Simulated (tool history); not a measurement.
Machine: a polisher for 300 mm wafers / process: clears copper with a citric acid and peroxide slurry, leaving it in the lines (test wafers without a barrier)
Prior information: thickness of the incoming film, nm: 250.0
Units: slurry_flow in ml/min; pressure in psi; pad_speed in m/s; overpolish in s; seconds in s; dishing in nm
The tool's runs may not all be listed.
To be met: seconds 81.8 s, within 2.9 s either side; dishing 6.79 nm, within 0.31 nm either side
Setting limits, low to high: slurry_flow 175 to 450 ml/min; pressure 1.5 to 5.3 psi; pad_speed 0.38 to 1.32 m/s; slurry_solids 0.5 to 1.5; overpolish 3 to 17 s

run	hour	slurry_flow	pressure	pad_speed	slurry_solids	overpolish	seconds	dishing
1	0	290	3.4	0.84	1	9	104.55	15.495
2	5.3	290	3.4	0.86	1	8	102.61	14
3	10.4	260	3.4	0.86	1	8	104.11	13.817
4	11.5	260	4.2	0.86	1	8	84.695	16.94
5	19.8	260	4.2	0.86	1	6	84.052	12.978
6	24.4	260	4.2	0.86	1.15	6	81.951	13.176
7	29.7	280	4.1	0.84	1.25	5	84.819	10.79
8	36.8	315	4.1	0.82	1.3	5	84.902	10.956
9	37.7	285	4.1	0.82	1.35	5	83.795	10.715
10	42.2	260	4.1	0.82	1.4	5	85.846	10.894
11	43.7	300	4.1	0.8	1.4	5	85.59	10.673
12	52.7	335	4.1	0.78	1.4	5	88.841	10.433
13	53.4	300	4	0.8	1.4	5	87.987	10.543
14	56.2	335	4	0.78	1.4	5	89.68	10.192
15	59.1	360	4	0.78	1.4	5	89.6	10.05
16	66.1	380	4	0.78	1.4	5	88.681	10.269

Exactly one of the 4 candidate moves below puts every result within its allowed miss. Which one?
A	73.1	330	4.5	0.84	1.3	3	?	?
B	73.1	385	4.9	0.68	1.5	3	?	?
C	73.1	385	3.5	1.02	1.5	3	?	?
D	73.1	440	4.7	0.8	1.35	3	?	?

move	seconds	dishing
A	76.412	7.2194
B	83.123	6.6502
C	77.743	7.0858
D	75.009	7.354
A: nearer the targets than the last run, but a result is still out of spec
B: all results land within tolerance of their targets
C: the worst result of the last run now meets its target, but another is out of spec
D: nearer the targets than the last run, but a result is still out of spec
Go with B: it meets all targets.
